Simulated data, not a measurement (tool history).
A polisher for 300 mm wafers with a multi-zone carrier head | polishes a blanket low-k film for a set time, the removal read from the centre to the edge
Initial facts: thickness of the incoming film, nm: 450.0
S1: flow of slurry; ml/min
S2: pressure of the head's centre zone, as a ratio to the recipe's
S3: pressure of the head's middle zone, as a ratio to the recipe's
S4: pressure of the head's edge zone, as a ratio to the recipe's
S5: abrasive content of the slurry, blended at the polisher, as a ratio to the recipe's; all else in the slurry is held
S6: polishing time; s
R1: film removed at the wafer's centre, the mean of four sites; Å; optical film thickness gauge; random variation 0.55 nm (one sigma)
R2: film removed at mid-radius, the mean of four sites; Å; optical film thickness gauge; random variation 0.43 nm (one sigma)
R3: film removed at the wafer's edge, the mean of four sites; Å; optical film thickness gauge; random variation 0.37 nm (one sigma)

{"run": 1, "hour": 0.0, "S1": 185, "S2": 1, "S3": 1, "S4": 1, "S5": 1, "S6": 77, "R1": 264.02, "R2": 266.62, "R3": 269.02}
{"run": 2, "hour": 2.6, "S1": 185, "S2": 1, "S3": 1.07, "S4": 1, "S5": 1, "S6": 77, "R1": 268.48, "R2": 277.93, "R3": 269.59}
{"run": 3, "hour": 6.9, "S1": 195, "S2": 1.02, "S3": 1.09, "S4": 1.03, "S5": 1.15, "S6": 78, "R1": 294.85, "R2": 305.52, "R3": 289.16}
{"run": 4, "hour": 8.8, "S1": 195, "S2": 1.03, "S3": 1.08, "S4": 1.05, "S5": 1.25, "S6": 80, "R1": 306.94, "R2": 322.56, "R3": 306.79}
{"run": 5, "hour": 9.9, "S1": 200, "S2": 1.05, "S3": 1.07, "S4": 1.07, "S5": 1.3, "S6": 82, "R1": 326.18, "R2": 320.47, "R3": 325.24}
{"run": 6, "hour": 10.7, "S1": 200, "S2": 1.05, "S3": 1.07, "S4": 1.07, "S5": 1.3, "S6": 73, "R1": 293.72, "R2": 298.19, "R3": 290.87}
{"run": 7, "hour": 15.4, "S1": 205, "S2": 1.06, "S3": 1.09, "S4": 1.08, "S5": 1.35, "S6": 77, "R1": 323.36, "R2": 314.42, "R3": 316.25}
{"run": 8, "hour": 23.3, "S1": 215, "S2": 1.06, "S3": 1.11, "S4": 1.08, "S5": 1.4, "S6": 79, "R1": 326.33, "R2": 334.72, "R3": 322.22}
{"run": 9, "hour": 26.3, "S1": 215, "S2": 1.07, "S3": 1.12, "S4": 1.09, "S5": 1.45, "S6": 82, "R1": 336.61, "R2": 355.6, "R3": 341.92}
{"run": 10, "hour": 26.9, "S1": 215, "S2": 1.07, "S3": 1.12, "S4": 1.09, "S5": 1.45, "S6": 82, "R1": 353.99, "R2": 358.3, "R3": 343.08}
{"run": 11, "hour": 33.7, "S1": 215, "S2": 1.08, "S3": 1.13, "S4": 1.1, "S5": 1.45, "S6": 83, "R1": 355.42, "R2": 358.92, "R3": 354.03}
{"run": 12, "hour": 36.6, "S1": 215, "S2": 1.09, "S3": 1.14, "S4": 1.1, "S5": 1.45, "S6": 84, "R1": 365.92, "R2": 374.04, "R3": 352.34}
{"run": 13, "hour": 37.9, "S1": 215, "S2": 1.1, "S3": 1.14, "S4": 1.11, "S5": 1.45, "S6": 85, "R1": 362.78, "R2": 374, "R3": 366.88}

Expected results for the next run?
{"run": 14, "hour": 43.3, "S1": 245, "S2": 1.16, "S3": 1.16, "S4": 1.09, "S5": 1.5, "S6": 85, "R1": "?", "R2": "?", "R3": "?"}

{"run 14": {"R1": 386.87, "R2": 393.31, "R3": 361.93}}

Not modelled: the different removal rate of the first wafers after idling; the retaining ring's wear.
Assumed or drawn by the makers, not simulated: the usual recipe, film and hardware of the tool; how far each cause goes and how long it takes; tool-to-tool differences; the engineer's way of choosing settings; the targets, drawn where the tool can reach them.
